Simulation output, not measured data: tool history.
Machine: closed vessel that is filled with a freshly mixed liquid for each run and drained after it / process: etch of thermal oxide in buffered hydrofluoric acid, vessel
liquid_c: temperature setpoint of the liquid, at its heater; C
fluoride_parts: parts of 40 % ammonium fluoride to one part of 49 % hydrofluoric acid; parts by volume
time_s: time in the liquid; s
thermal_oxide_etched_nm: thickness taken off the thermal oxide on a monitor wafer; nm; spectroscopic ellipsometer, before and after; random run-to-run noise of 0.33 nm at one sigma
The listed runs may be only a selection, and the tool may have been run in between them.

run,day,liquid_c,fluoride_parts,time_s,thermal_oxide_etched_nm
1,0.000,25.0,16.0,100,75.464
2,0.221,24.5,16.0,100,72.866
3,0.471,24.0,16.0,100,71.167
4,0.708,26.5,16.0,100,80.290
5,0.879,26.5,16.0,110,88.988
6,1.267,26.5,12.5,110,113.370

Run 7, settings as shown, results not yet in. Your forecast:
7,1.333,24.5,13.5,110,?

{"run 7": {"thermal_oxide_etched_nm": 94.682}}

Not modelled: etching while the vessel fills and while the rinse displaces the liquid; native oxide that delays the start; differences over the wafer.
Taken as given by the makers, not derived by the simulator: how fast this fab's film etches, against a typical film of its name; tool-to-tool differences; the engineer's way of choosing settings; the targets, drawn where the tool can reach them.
